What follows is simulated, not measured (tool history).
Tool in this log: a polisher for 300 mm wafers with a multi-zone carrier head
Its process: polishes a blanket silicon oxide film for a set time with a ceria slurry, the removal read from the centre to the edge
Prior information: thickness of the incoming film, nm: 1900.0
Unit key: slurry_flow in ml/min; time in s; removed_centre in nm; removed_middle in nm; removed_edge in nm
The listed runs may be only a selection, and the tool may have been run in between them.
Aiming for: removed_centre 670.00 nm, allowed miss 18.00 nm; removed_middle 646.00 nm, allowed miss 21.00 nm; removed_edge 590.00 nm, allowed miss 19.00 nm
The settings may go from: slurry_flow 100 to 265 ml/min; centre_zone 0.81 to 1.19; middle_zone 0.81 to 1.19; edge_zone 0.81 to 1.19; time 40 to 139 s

run 1 hour=0.0 | slurry_flow=170 centre_zone=1.00 middle_zone=1.00 edge_zone=1.00 time=89 | removed_centre=497.86 removed_middle=481.07 removed_edge=478.83
run 2 hour=5.6 | slurry_flow=180 centre_zone=1.02 middle_zone=1.02 edge_zone=1.02 time=90 | removed_centre=519.92 removed_middle=501.90 removed_edge=503.00
run 3 hour=10.1 | slurry_flow=200 centre_zone=1.02 middle_zone=1.02 edge_zone=1.02 time=90 | removed_centre=521.13 removed_middle=502.01 removed_edge=510.15
run 4 hour=15.6 | slurry_flow=225 centre_zone=1.02 middle_zone=1.02 edge_zone=1.02 time=90 | removed_centre=534.30 removed_middle=523.42 removed_edge=512.25
run 5 hour=22.0 | slurry_flow=225 centre_zone=1.02 middle_zone=1.02 edge_zone=1.05 time=90 | removed_centre=537.74 removed_middle=508.05 removed_edge=519.92
run 6 hour=26.4 | slurry_flow=225 centre_zone=1.02 middle_zone=1.02 edge_zone=1.05 time=107 | removed_centre=635.31 removed_middle=611.28 removed_edge=611.72
run 7 hour=29.8 | slurry_flow=230 centre_zone=1.03 middle_zone=1.02 edge_zone=1.04 time=107 | removed_centre=633.47 removed_middle=620.44 removed_edge=615.13
run 8 hour=38.0 | slurry_flow=230 centre_zone=1.03 middle_zone=1.02 edge_zone=1.04 time=107 | removed_centre=637.29 removed_middle=617.80 removed_edge=614.78
run 9 hour=44.9 | slurry_flow=235 centre_zone=1.04 middle_zone=1.02 edge_zone=1.02 time=107 | removed_centre=656.39 removed_middle=620.62 removed_edge=610.51

Which of these 5 next moves meets every target?
run A hour=51.8 | slurry_flow=195 centre_zone=1.12 middle_zone=1.14 edge_zone=1.04 time=105 | removed_centre=? removed_middle=? removed_edge=?
run B hour=51.8 | slurry_flow=195 centre_zone=1.13 middle_zone=1.07 edge_zone=0.91 time=111 | removed_centre=? removed_middle=? removed_edge=?
run C hour=51.8 | slurry_flow=245 centre_zone=1.08 middle_zone=1.01 edge_zone=0.98 time=105 | removed_centre=? removed_middle=? removed_edge=?
run D hour=51.8 | slurry_flow=220 centre_zone=0.94 middle_zone=1.10 edge_zone=1.00 time=117 | removed_centre=? removed_middle=? removed_edge=?
run E hour=51.8 | slurry_flow=185 centre_zone=1.08 middle_zone=1.19 edge_zone=0.81 time=109 | removed_centre=? removed_middle=? removed_edge=?

move=A removed_centre=669.37 removed_middle=636.82 removed_edge=586.70
move=B removed_centre=713.50 removed_middle=637.70 removed_edge=585.91
move=C removed_centre=665.74 removed_middle=590.82 removed_edge=584.58
move=D removed_centre=638.29 removed_middle=699.57 removed_edge=650.23
move=E removed_centre=665.20 removed_middle=681.46 removed_edge=545.06
A: every result lands within tolerance
B: puts the biggest miss on target and leaves a different result outside tolerance
C: further off than the last run
D: takes the result that was furthest off past its target
E: takes the result that was furthest off past its target
Go with A: it meets all targets.
